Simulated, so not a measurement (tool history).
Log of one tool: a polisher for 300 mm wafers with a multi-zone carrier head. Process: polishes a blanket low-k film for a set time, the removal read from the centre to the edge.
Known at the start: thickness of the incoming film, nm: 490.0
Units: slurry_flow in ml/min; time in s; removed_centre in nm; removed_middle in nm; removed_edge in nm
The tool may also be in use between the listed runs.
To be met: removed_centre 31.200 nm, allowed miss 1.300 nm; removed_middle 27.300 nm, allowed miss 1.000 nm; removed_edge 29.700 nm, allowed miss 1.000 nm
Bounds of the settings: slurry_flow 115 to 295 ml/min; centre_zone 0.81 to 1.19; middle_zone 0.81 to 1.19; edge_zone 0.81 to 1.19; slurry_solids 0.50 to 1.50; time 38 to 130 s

Run 1, day 0.000: slurry_flow 190 ml/min, centre_zone 1.00, middle_zone 1.00, edge_zone 1.00, slurry_solids 1.00, time 84 s. Result: removed_centre 47.013 nm, removed_middle 48.752 nm, removed_edge 50.371 nm.
Run 2, day 0.338: slurry_flow 190 ml/min, centre_zone 1.01, middle_zone 0.99, edge_zone 0.99, slurry_solids 0.95, time 82 s. Result: removed_centre 45.909 nm, removed_middle 46.639 nm, removed_edge 46.380 nm.
Run 3, day 0.654: slurry_flow 210 ml/min, centre_zone 1.01, middle_zone 0.99, edge_zone 0.99, slurry_solids 0.95, time 82 s. Result: removed_centre 46.575 nm, removed_middle 47.361 nm, removed_edge 47.046 nm.
Run 4, day 0.800: slurry_flow 210 ml/min, centre_zone 1.01, middle_zone 0.99, edge_zone 0.99, slurry_solids 0.80, time 82 s. Result: removed_centre 43.175 nm, removed_middle 43.765 nm, removed_edge 44.606 nm.
Run 5, day 0.883: slurry_flow 210 ml/min, centre_zone 0.96, middle_zone 0.99, edge_zone 0.99, slurry_solids 0.80, time 82 s. Result: removed_centre 40.714 nm, removed_middle 43.759 nm, removed_edge 44.664 nm.
Run 6, day 1.096: slurry_flow 210 ml/min, centre_zone 0.96, middle_zone 0.99, edge_zone 0.94, slurry_solids 0.80, time 82 s. Result: removed_centre 41.124 nm, removed_middle 44.289 nm, removed_edge 43.816 nm.
Run 7, day 1.267: slurry_flow 205 ml/min, centre_zone 0.97, middle_zone 0.97, edge_zone 0.93, slurry_solids 0.75, time 80 s. Result: removed_centre 39.270 nm, removed_middle 40.979 nm, removed_edge 40.638 nm.
Run 8, day 1.508: slurry_flow 155 ml/min, centre_zone 1.00, middle_zone 0.87, edge_zone 0.87, slurry_solids 0.50, time 72 s. Result: removed_centre 28.672 nm, removed_middle 27.633 nm, removed_edge 28.298 nm.
Run 9, day 1.633: slurry_flow 160 ml/min, centre_zone 1.01, middle_zone 0.87, edge_zone 0.88, slurry_solids 0.50, time 72 s. Result: removed_centre 29.544 nm, removed_middle 27.888 nm, removed_edge 28.382 nm.
Run 10, day 1.888: slurry_flow 160 ml/min, centre_zone 1.01, middle_zone 0.87, edge_zone 0.89, slurry_solids 0.50, time 72 s. Result: removed_centre 29.745 nm, removed_middle 27.888 nm, removed_edge 29.205 nm.

5 next moves are on the table. One of them brings every result within its allowed miss. Which?
Run A, day 2.142: slurry_flow 145 ml/min, centre_zone 1.05, middle_zone 0.83, edge_zone 0.89, slurry_solids 0.60, time 68 s. Result: removed_centre ?, removed_middle ?, removed_edge ?.
Run B, day 2.142: slurry_flow 185 ml/min, centre_zone 1.04, middle_zone 0.84, edge_zone 0.93, slurry_solids 0.50, time 67 s. Result: removed_centre ?, removed_middle ?, removed_edge ?.
Run C, day 2.142: slurry_flow 160 ml/min, centre_zone 0.98, middle_zone 0.87, edge_zone 0.88, slurry_solids 0.55, time 76 s. Result: removed_centre ?, removed_middle ?, removed_edge ?.
Run D, day 2.142: slurry_flow 190 ml/min, centre_zone 1.09, middle_zone 0.87, edge_zone 0.93, slurry_solids 0.50, time 77 s. Result: removed_centre ?, removed_middle ?, removed_edge ?.
Run E, day 2.142: slurry_flow 185 ml/min, centre_zone 1.17, middle_zone 0.91, edge_zone 0.91, slurry_solids 0.55, time 69 s. Result: removed_centre ?, removed_middle ?, removed_edge ?.

move  removed_centre  removed_middle  removed_edge
   A          31.254          27.320        29.096
   B          29.226          25.864        27.626
   C          31.875          30.676        31.430
   D          35.365          30.466        31.826
   E          35.434          29.217        29.419
A: meets every target
B: further off than the last run
C: brings the result that was furthest off to its target, and leaves another outside
D: takes the result that was furthest off past its target
E: takes the result that was furthest off past its target
The right move is A.
